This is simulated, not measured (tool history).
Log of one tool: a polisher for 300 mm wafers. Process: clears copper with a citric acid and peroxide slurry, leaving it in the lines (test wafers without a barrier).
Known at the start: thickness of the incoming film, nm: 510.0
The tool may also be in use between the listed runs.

run    day  flow of slurry (ml/min)  pressure of the wafer on the pad (kPa)  speed of the pad under the wafer (m/s)  abrasive content of the slurry  overpolish time after the end point (s)  time until the end point was called (s)  dishing of a wide line in a test structure (angstrom)
  1      0                      145                                    26.2                                    1.22                               1                                       18                                   181.51                                                 160.52
  2  0.192                      145                                    26.2                                    1.22                             0.9                                       18                                   187.44                                                 161.07
  3  0.546                      145                                    22.8                                    1.18                            0.95                                       14                                   220.22                                                 133.14
  4   0.85                      145                                    22.8                                    1.18                            0.95                                       18                                   224.63                                                 151.03
     1.029  -- head pressure recalibrated
  5  1.029                      145                                      20                                    1.18                            0.95                                       16                                   236.79                                                 143.24
  6  1.283                      145                                    17.9                                    1.14                            0.95                                       14                                    274.7                                                 124.69

Run 7 comes next. What will it give?
  7  1.442                      140                                    13.1                                    1.14                            0.95                                       12                                        ?                                                      ?

time until the end point was called (s): 366.77
dishing of a wide line in a test structure (angstrom): 91.474
